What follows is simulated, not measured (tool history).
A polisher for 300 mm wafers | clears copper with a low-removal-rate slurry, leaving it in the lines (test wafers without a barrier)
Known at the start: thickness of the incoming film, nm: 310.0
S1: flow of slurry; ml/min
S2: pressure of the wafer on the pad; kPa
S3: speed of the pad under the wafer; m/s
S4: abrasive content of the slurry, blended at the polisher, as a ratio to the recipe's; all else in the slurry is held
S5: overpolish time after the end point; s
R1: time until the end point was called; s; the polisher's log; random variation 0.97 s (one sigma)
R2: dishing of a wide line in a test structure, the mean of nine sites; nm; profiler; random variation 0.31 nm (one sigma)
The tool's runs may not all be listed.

{"run": 1, "hour": 0.0, "S1": 230, "S2": 21.4, "S3": 1.4, "S4": 1, "S5": 12, "R1": 77.26, "R2": 37.796}
{"run": 2, "hour": 6.5, "S1": 230, "S2": 21.4, "S3": 1.4, "S4": 1, "S5": 7, "R1": 73.648, "R2": 23.711}
{"run": 3, "hour": 13.4, "S1": 230, "S2": 22.1, "S3": 1.46, "S4": 1, "S5": 6, "R1": 70.897, "R2": 21.712}
{"run": 4, "hour": 15.6, "S1": 230, "S2": 22.1, "S3": 1.46, "S4": 1, "S5": 4, "R1": 69.493, "R2": 15.093}
{"run": 5, "hour": 18.1, "S1": 230, "S2": 22.1, "S3": 1.34, "S4": 1, "S5": 4, "R1": 76.625, "R2": 14.145}
{"run": 6, "hour": 20.1, "S1": 230, "S2": 22.1, "S3": 1.68, "S4": 1, "S5": 4, "R1": 64.024, "R2": 16.936}
{"run": 7, "hour": 21.5, "S1": 230, "S2": 24.1, "S3": 1.7, "S4": 1, "S5": 4, "R1": 52.884, "R2": 18.83}

The next listed run, before its measurement:
{"run": 8, "hour": 25.9, "S1": 230, "S2": 24.8, "S3": 1.72, "S4": 1, "S5": 4, "R1": "?", "R2": "?"}

{"run 8": {"R1": 52.892, "R2": 19.084}}
